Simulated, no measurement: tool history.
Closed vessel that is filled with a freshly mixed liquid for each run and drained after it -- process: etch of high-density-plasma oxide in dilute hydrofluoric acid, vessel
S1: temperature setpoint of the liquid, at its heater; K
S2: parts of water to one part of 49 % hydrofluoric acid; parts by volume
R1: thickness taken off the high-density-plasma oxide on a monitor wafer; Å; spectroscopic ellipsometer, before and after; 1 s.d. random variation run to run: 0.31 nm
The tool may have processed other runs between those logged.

run 1 day=0 | S1=298.15 S2=50 time_in_the_liquid_(s)=340 | R1=590.32
run 2 day=0.354 | S1=297.15 S2=50 time_in_the_liquid_(s)=340 | R1=560.37
run 3 day=0.425 | S1=296.15 S2=50 time_in_the_liquid_(s)=340 | R1=539.98
run 4 day=0.608 | S1=296.15 S2=60 time_in_the_liquid_(s)=340 | R1=441.33
run 5 day=0.917 | S1=295.65 S2=60 time_in_the_liquid_(s)=340 | R1=442.58
run 6 day=1.179 | S1=298.15 S2=60 time_in_the_liquid_(s)=340 | R1=484.25
run 7 day=1.317 | S1=297.15 S2=60 time_in_the_liquid_(s)=340 | R1=464.63
run 8 day=1.633 | S1=296.15 S2=60 time_in_the_liquid_(s)=340 | R1=446.95
run 9 day=1.854 | S1=295.65 S2=60 time_in_the_liquid_(s)=340 | R1=430.67
run 10 day=2.029 | S1=295.15 S2=60 time_in_the_liquid_(s)=340 | R1=427.99
run 11 day=2.242 | S1=294.65 S2=60 time_in_the_liquid_(s)=340 | R1=418.71
run 12 day=2.496 | S1=294.15 S2=60 time_in_the_liquid_(s)=340 | R1=408.88
run 13 day=2.692 | S1=293.65 S2=60 time_in_the_liquid_(s)=340 | R1=406.15

For run 14, what comes out?
run 14 day=2.888 | S1=293.15 S2=60 time_in_the_liquid_(s)=340 | R1=?

{"run 14": {"R1": 389.54}}

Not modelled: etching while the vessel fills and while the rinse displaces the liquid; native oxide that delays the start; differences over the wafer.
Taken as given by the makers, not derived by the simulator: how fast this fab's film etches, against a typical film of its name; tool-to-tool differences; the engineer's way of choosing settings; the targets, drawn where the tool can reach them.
